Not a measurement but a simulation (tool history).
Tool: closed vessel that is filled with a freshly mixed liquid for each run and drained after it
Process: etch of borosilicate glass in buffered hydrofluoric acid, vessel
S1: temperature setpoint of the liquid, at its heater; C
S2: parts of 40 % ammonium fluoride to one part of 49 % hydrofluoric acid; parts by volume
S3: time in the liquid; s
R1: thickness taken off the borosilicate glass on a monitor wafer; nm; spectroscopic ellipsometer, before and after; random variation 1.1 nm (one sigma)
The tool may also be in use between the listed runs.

{"run": 1, "hour": 0.0, "S1": 22.0, "S2": 14, "S3": 100, "R1": 73.529}
{"run": 2, "hour": 6.7, "S1": 18.5, "S2": 14, "S3": 100, "R1": 60.404}
{"run": 3, "hour": 15.7, "S1": 21.5, "S2": 14, "S3": 100, "R1": 70.34}
{"run": 4, "hour": 24.0, "S1": 24.0, "S2": 14, "S3": 100, "R1": 82.894}
{"run": 5, "hour": 25.9, "S1": 21.5, "S2": 14, "S3": 100, "R1": 70.526}
{"run": 6, "hour": 28.1, "S1": 23.5, "S2": 14, "S3": 100, "R1": 79.271}
{"run": 7, "hour": 29.4, "S1": 25.0, "S2": 14, "S3": 100, "R1": 85.568}

Estimate the outcome of run 8 from the log above:
{"run": 8, "hour": 36.9, "S1": 26.5, "S2": 14, "S3": 100, "R1": "?"}

{"run 8": {"R1": 92.233}}

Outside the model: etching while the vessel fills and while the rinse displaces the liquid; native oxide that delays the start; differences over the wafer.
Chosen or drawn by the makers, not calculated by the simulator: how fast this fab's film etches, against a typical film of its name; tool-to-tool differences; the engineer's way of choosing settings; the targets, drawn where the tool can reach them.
